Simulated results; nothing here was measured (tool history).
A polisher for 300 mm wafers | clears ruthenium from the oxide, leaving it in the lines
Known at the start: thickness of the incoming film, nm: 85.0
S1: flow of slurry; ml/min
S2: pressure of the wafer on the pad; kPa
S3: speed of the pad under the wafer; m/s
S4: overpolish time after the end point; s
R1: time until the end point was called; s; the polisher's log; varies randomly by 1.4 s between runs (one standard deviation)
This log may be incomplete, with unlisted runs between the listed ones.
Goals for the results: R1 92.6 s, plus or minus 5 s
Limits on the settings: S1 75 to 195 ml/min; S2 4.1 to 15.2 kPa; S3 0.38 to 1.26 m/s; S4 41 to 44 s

run 1 hour=0 | S1=125 S2=9.7 S3=0.82 S4=41 | R1=150.24
run 2 hour=4.6 | S1=125 S2=12.4 S3=0.82 S4=41 | R1=115.55
run 3 hour=9.6 | S1=125 S2=12.4 S3=0.62 S4=41 | R1=144.09
run 4 hour=15.7 | S1=130 S2=13.1 S3=0.66 S4=41 | R1=127.33
run 5 hour=20.8 | S1=135 S2=13.8 S3=0.68 S4=41 | R1=116.47
run 6 hour=29.5 | S1=150 S2=13.8 S3=0.68 S4=41 | R1=116.79
run 7 hour=34 | S1=150 S2=13.8 S3=0.7 S4=41 | R1=115.09
run 8 hour=38 | S1=150 S2=13.8 S3=0.72 S4=41 | R1=116.79

Exactly one of the 4 candidate moves below puts every result within its allowed miss. Which one?
run A hour=42 | S1=150 S2=11.7 S3=0.52 S4=42 | R1=?
run B hour=42 | S1=115 S2=12.4 S3=1.12 S4=44 | R1=?
run C hour=42 | S1=165 S2=15.2 S3=1 S4=41 | R1=?
run D hour=42 | S1=160 S2=14.5 S3=1.02 S4=44 | R1=?

move=A R1=158.18
move=B R1=91.113
move=C R1=76.445
move=D R1=79.189
A: misses by more than the last run did
B: each result inside its tolerance
C: takes the result that was furthest off past its target
D: takes the result that was furthest off past its target
Answer: B

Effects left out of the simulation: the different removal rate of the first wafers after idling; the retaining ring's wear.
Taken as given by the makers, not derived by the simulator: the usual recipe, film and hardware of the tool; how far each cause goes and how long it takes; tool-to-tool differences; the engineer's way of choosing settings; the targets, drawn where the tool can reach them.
